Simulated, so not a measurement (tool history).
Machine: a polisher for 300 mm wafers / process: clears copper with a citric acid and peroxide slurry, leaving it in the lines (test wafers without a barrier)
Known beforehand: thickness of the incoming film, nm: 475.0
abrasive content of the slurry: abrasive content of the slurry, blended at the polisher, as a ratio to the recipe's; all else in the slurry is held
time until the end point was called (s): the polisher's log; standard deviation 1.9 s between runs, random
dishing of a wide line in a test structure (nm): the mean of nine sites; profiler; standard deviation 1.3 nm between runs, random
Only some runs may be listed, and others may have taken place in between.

| run | hour | flow of slurry (ml/min) | pressure of the wafer on the pad (kPa) | speed of the pad under the wafer (m/s) | abrasive content of the slurry | overpolish time after the end point (s) | time until the end point was called (s) | dishing of a wide line in a test structure (nm) |
|---|---|---|---|---|---|---|---|---|
| 1 | 0 | 305 | 27.6 | 1.04 | 1 | 16 | 181.44 | 31.43 |
| 2 | 8.2 | 305 | 29 | 1.04 | 1 | 17 | 171.03 | 34.358 |
| 3 | 15.1 | 305 | 30.3 | 1.04 | 1 | 18 | 163.13 | 39.406 |
| 4 | 16.2 | 305 | 30.3 | 1.04 | 0.85 | 18 | 162.68 | 38.1 |
| 5 | 20.4 | 335 | 30.3 | 1.04 | 0.85 | 18 | 164.09 | 36.582 |
| 6 | 24.2 | 335 | 31.7 | 1.04 | 0.85 | 18 | 160.49 | 37.464 |
| 7 | 25.2 | 330 | 33.1 | 1.04 | 0.85 | 18 | 153.6 | 40.444 |

Estimate the outcome of run 8 from the log above:
| 8 | 30.8 | 330 | 34.5 | 1.04 | 0.85 | 18 | ? | ? |

Run 8 produced time until the end point was called (s) 144.93, dishing of a wide line in a test structure (nm) 41.134.
